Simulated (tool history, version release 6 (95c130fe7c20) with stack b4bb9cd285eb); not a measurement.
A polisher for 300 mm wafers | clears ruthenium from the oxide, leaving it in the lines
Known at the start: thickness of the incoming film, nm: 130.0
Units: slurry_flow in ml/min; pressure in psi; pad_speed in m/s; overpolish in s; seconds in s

| run | hour | slurry_flow | pressure | pad_speed | overpolish | seconds |
|---|---|---|---|---|---|---|
| 1 | 0 | 210 | 1.5 | 1.2 | 5 | 125.97 |
| 2 | 6.2 | 210 | 1.8 | 1.2 | 5 | 106.42 |
| 3 | 7.1 | 210 | 1.6 | 1.16 | 5 | 123.55 |
| 4 | 11.3 | 210 | 1.5 | 1.14 | 5 | 130.51 |
| 5 | 15.3 | 210 | 1.4 | 1.1 | 5 | 145.09 |
| 6 | 17.1 | 210 | 1.3 | 1.08 | 5 | 156.52 |
| 7 | 21 | 210 | 1.2 | 1.06 | 5 | 176.67 |

The next listed run, before its measurement:
| 8 | 22.4 | 210 | 1.1 | 1.06 | 5 | ? |

Run 8 gave seconds 189.64 s.

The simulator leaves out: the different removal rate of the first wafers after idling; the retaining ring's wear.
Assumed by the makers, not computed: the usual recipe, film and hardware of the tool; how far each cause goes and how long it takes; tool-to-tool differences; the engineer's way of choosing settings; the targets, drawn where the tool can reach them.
